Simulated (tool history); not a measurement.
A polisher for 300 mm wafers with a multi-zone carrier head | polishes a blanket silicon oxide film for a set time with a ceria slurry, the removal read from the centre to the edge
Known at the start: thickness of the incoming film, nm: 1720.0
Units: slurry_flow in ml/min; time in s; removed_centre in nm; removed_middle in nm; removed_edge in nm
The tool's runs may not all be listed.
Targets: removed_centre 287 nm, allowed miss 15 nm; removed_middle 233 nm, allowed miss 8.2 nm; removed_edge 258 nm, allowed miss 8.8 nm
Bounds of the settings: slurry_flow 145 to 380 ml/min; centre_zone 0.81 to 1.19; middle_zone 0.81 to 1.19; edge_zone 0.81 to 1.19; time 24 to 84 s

run  hour  slurry_flow  centre_zone  middle_zone  edge_zone  time  removed_centre  removed_middle  removed_edge
  1     0          245            1            1          1    54           203.2          196.69        200.64
  2   8.4          250         1.04            1       1.03    57          217.78          207.94        210.09
  3  16.4          295         1.04            1       1.03    57           216.4          211.03        216.22
  4  22.4          295         1.04            1       0.97    57          224.54          209.78        209.78
  5    29          295         1.04            1       1.04    57          221.38          211.74        216.41
  6  35.7          300         1.07         0.97       1.05    60          237.39          215.43         233.2
  7  41.5          300         1.09         0.97       1.05    62          249.07          222.02        239.12
  8  47.5          300         1.11         0.97       1.05    63          253.95           225.1        245.59
  9  50.9          300         1.13         0.97       1.04    64          265.63          233.24        243.13
 10  53.5          305         1.14         0.96       1.05    65          267.27          235.11         251.1

5 next moves are on the table. One of them brings every result within its allowed miss. Which?
  A  56.1          270         1.09         1.01       1.08    63               ?               ?             ?
  B  56.1          320          1.1         1.08       1.12    63               ?               ?             ?
  C  56.1          305         1.19         0.91       1.02    68               ?               ?             ?
  D  56.1          330         1.09         1.02       1.12    63               ?               ?             ?
  E  56.1          355         1.06         0.99       1.11    64               ?               ?             ?

move  removed_centre  removed_middle  removed_edge
   A          253.14          235.36        241.72
   B          259.04          252.67        248.64
   C          295.14          235.11        255.96
   D          257.85          241.27        249.29
   E          258.07          240.35        253.27
A: further off than the last run
B: further off than the last run
C: meets every target
D: further off than the last run
E: further off than the last run
Move C is the one to make.
